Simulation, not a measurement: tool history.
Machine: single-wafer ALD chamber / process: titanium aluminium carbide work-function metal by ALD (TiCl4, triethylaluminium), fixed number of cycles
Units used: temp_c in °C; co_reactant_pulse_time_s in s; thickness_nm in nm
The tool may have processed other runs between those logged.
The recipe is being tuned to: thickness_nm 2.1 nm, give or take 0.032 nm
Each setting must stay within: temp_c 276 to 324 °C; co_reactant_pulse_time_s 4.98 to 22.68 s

run	day	temp_c	co_reactant_pulse_time_s	thickness_nm
1	0	300	13.83	1.9691
2	0.096	291	13.83	1.8799
3	0.421	298	13.83	1.945
4	0.475	301	14.14	1.9898
5	0.796	301	11.18	1.9474
6	1.05	301	7.25	1.772
7	1.154	306	7.98	1.8666
8	1.329	310	8.35	1.9312
9	1.588	313	8.48	1.9556
10	1.912	315	8.75	1.9897
11	2.079	317	8.9	2.018
12	2.138	318	8.99	2.0311
13	2.317	319	9.06	2.0296
14	2.625	320	9.26	2.0642
15	2.912	321	9.3	2.0745

Next run, 5 choices. One meets every target within its allowed miss, the rest don't. Which?
A	3.2	317	9.04	?
B	3.2	315	9.38	?
C	3.2	316	8.92	?
D	3.2	314	12.95	?
E	3.2	322	8.6	?

move	thickness_nm
A	2.0191
B	2.0169
C	2.0047
D	2.0865
E	2.0387
A: lands further from the targets than the last run did
B: lands further from the targets than the last run did
C: lands further from the targets than the last run did
D: in spec on every target
E: lands further from the targets than the last run did
Answer: D

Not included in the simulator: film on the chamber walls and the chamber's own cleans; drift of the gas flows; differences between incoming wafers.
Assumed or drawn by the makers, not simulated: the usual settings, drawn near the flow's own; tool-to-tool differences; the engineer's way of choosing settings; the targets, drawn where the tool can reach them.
